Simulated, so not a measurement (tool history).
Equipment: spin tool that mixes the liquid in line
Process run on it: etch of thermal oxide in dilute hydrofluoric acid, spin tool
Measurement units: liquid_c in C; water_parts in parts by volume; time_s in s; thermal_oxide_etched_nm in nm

run	hour	liquid_c	water_parts	time_s	thermal_oxide_etched_nm
1	0.0	21.0	100	95	3.9211
2	6.1	23.0	80	95	5.4338
3	13.8	24.5	65	95	7.2734
4	17.2	27.5	65	95	8.2324
# hour 25.7: hydrofluoric acid flow meter replaced
5	25.7	28.0	55	95	9.4018
6	30.2	28.0	80	95	6.2679
7	36.1	28.0	80	95	6.2565
8	42.7	28.0	70	95	7.2643
9	51.2	28.0	60	95	8.5492
10	59.7	28.0	50	95	10.4200
11	67.4	28.0	45	95	11.6970
12	71.6	28.0	40	95	13.2920

Estimate the outcome of run 13 from the log above:
13	78.7	28.5	35	95	?

Logged for run 13: thermal_oxide_etched_nm 15.5950 nm.
